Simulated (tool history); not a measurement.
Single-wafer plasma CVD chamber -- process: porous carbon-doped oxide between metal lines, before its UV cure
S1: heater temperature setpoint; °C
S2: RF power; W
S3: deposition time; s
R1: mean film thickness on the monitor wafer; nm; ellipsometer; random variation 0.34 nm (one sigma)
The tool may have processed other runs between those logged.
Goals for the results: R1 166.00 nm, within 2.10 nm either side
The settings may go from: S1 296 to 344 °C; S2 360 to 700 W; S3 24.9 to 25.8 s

run 1 hour=0.0 | S1=320 S2=530 S3=24.9 | R1=130.39
run 2 hour=6.6 | S1=315 S2=555 S3=24.9 | R1=138.31
run 3 hour=7.9 | S1=311 S2=575 S3=24.9 | R1=145.30
run 4 hour=13.2 | S1=308 S2=585 S3=24.9 | R1=149.32
run 5 hour=17.0 | S1=305 S2=595 S3=24.9 | R1=154.16
run 6 hour=20.0 | S1=303 S2=600 S3=24.9 | R1=156.18
run 7 hour=22.4 | S1=301 S2=605 S3=24.9 | R1=158.75
run 8 hour=25.1 | S1=300 S2=610 S3=24.9 | R1=161.08
run 9 hour=31.2 | S1=300 S2=610 S3=24.9 | R1=160.31
run 10 hour=34.9 | S1=299 S2=615 S3=24.9 | R1=162.71
run 11 hour=43.9 | S1=298 S2=615 S3=24.9 | R1=163.11

Of the 4 settings listed for the next run, only one would bring every result within its allowed miss of target. Which one?
run A hour=52.9 | S1=297 S2=575 S3=25.8 | R1=?
run B hour=52.9 | S1=300 S2=600 S3=24.9 | R1=?
run C hour=52.9 | S1=300 S2=610 S3=24.9 | R1=?
run D hour=52.9 | S1=302 S2=630 S3=25.4 | R1=?

move=A R1=160.41
move=B R1=158.08
move=C R1=160.20
move=D R1=165.94
A: misses by more than the last run did
B: misses by more than the last run did
C: misses by more than the last run did
D: hits every target within its allowed miss
The right move is D.

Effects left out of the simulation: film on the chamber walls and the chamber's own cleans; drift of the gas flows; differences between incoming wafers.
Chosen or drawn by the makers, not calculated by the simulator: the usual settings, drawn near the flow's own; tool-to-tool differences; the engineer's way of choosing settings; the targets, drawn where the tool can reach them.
